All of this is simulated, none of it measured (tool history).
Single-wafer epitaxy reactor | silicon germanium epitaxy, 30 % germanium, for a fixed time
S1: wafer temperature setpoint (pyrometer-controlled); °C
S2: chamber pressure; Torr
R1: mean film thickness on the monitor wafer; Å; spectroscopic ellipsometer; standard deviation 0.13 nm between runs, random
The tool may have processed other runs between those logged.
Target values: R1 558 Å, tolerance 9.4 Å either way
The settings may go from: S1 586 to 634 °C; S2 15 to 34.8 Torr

run	hour	S1	S2	R1
1	0	610	24.9	721.39
2	7.6	610	27.9	755.62
3	9.2	610	29.7	773.27
4	13.6	610	26.8	743.78
5	14.7	608	26.8	716.24
6	17.4	613	26.8	787.76
7	18.4	611	26.8	759.4
8	21.6	599	26.4	590.35

Exercise: of the 4 proposed moves below, exactly one satisfies all targets within the stated allowed misses. Which move is it?
A	24.8	595	25.7	?
B	24.8	595	29	?
C	24.8	598	29.9	?
D	24.8	595	25.8	?

move	R1
A	537.89
B	564.08
C	608.18
D	538.71
A: takes the biggest miss from the last run beyond its target
B: meets every target
C: further off than the last run
D: takes the biggest miss from the last run beyond its target
Go with B: it meets all targets.

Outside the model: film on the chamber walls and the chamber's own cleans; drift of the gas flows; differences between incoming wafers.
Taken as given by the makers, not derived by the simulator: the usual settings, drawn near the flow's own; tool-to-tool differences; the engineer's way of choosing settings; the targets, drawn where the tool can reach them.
